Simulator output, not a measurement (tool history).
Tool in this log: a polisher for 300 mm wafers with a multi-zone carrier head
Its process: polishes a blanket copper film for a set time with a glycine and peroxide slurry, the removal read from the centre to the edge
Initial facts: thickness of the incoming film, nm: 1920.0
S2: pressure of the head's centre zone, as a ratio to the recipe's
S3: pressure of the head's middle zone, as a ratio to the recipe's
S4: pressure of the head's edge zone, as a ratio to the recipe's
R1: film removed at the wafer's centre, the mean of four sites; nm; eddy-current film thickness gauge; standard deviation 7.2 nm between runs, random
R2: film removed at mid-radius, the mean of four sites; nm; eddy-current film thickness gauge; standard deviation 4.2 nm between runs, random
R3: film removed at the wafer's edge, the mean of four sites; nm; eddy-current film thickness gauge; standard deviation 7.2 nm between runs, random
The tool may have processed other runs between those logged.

Run 1, day 0.000: flow of slurry (ml/min) 260, S2 1.00, S3 1.00, S4 1.00, polishing time (s) 64. Result: R1 384.39 nm, R2 393.96 nm, R3 371.53 nm.
Run 2, day 0.250: flow of slurry (ml/min) 260, S2 1.00, S3 0.98, S4 1.02, polishing time (s) 67. Result: R1 401.55 nm, R2 406.01 nm, R3 398.88 nm.
Run 3, day 0.304: flow of slurry (ml/min) 260, S2 1.00, S3 0.98, S4 1.09, polishing time (s) 67. Result: R1 403.71 nm, R2 404.85 nm, R3 409.22 nm.
Run 4, day 0.471: flow of slurry (ml/min) 315, S2 1.00, S3 0.98, S4 1.09, polishing time (s) 67. Result: R1 412.53 nm, R2 412.62 nm, R3 416.34 nm.
Run 5, day 0.742: flow of slurry (ml/min) 315, S2 1.00, S3 0.97, S4 1.10, polishing time (s) 69. Result: R1 435.64 nm, R2 420.97 nm, R3 435.36 nm.
Run 6, day 0.971: flow of slurry (ml/min) 315, S2 1.00, S3 0.96, S4 1.11, polishing time (s) 71. Result: R1 433.65 nm, R2 432.42 nm, R3 443.10 nm.
Run 7, day 1.296: flow of slurry (ml/min) 315, S2 1.01, S3 0.94, S4 1.12, polishing time (s) 73. Result: R1 459.10 nm, R2 430.14 nm, R3 464.92 nm.

Estimate the outcome of run 8 from the log above:
Run 8, day 1.325: flow of slurry (ml/min) 315, S2 1.01, S3 0.94, S4 1.13, polishing time (s) 74. Result: R1 ?, R2 ?, R3 ?.

For run 8 the tool returned R1 452.01 nm, R2 440.93 nm, R3 472.24 nm.
